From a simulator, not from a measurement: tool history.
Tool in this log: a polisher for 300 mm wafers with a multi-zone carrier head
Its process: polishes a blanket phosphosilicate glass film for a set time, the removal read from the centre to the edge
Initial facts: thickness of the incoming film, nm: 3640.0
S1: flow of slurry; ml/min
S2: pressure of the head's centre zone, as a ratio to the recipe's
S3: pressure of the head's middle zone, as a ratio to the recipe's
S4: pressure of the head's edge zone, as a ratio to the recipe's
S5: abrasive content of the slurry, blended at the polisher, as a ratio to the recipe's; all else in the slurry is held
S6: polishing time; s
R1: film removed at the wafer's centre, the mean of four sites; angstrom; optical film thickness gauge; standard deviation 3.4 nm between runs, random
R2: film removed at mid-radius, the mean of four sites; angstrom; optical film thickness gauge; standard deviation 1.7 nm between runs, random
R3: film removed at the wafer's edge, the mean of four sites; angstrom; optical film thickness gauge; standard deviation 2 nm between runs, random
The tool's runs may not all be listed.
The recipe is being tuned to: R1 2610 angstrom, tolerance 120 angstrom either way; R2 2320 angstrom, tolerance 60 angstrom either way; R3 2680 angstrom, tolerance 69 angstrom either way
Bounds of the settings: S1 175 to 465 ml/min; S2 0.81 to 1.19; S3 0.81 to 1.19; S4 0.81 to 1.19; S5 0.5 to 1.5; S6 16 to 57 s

| run | hour | S1 | S2 | S3 | S4 | S5 | S6 | R1 | R2 | R3 |
|---|---|---|---|---|---|---|---|---|---|---|
| 1 | 0 | 295 | 1 | 1 | 1 | 1 | 36 | 4057.8 | 3958.3 | 4007.7 |
| 2 | 1.7 | 295 | 0.92 | 1 | 1 | 1 | 36 | 3747 | 3977.9 | 3985.4 |
| 3 | 7.9 | 365 | 0.92 | 1 | 1 | 1 | 36 | 3799.2 | 4007.1 | 3975 |
| 4 | 13.6 | 365 | 0.92 | 1 | 1 | 1 | 32 | 3366.9 | 3591 | 3559.1 |
| 5 | 22.2 | 365 | 0.89 | 1 | 1 | 1 | 32 | 3315 | 3568.2 | 3566.6 |
| 6 | 23.9 | 365 | 0.81 | 1 | 1 | 1 | 32 | 2997.8 | 3586.5 | 3632.6 |
| 7 | 29.7 | 365 | 0.84 | 0.95 | 0.99 | 0.85 | 32 | 2794.8 | 3190.4 | 3341.2 |
| 8 | 38 | 365 | 0.89 | 0.91 | 0.99 | 0.75 | 32 | 2808.8 | 2917.3 | 3116.8 |

Which single option among these 5 for the next run brings every result within its allowed miss of target? Just one does.
| A | 46.3 | 465 | 0.92 | 1.19 | 0.85 | 0.55 | 36 | ? | ? | ? |
| B | 46.3 | 385 | 0.94 | 0.81 | 0.97 | 0.7 | 29 | ? | ? | ? |
| C | 46.3 | 360 | 1.17 | 0.95 | 1.02 | 0.8 | 25 | ? | ? | ? |
| D | 46.3 | 345 | 0.97 | 0.89 | 0.93 | 0.85 | 24 | ? | ? | ? |
| E | 46.3 | 375 | 0.9 | 1.06 | 1.13 | 0.7 | 34 | ? | ? | ? |

| move | R1 | R2 | R3 |
|---|---|---|---|
| A | 2756.1 | 3375.5 | 2745.2 |
| B | 2569.2 | 2332.2 | 2674.3 |
| C | 2951.1 | 2401.9 | 2516.7 |
| D | 2408.9 | 2263.9 | 2389.7 |
| E | 2880.8 | 3311.4 | 3342.4 |
A: misses by more than the last run did
B: all results land within tolerance of their targets
C: moves toward the targets from the last run without getting all of them in spec
D: the worst result of the last run now meets its target, but another is out of spec
E: misses by more than the last run did
B meets every target.
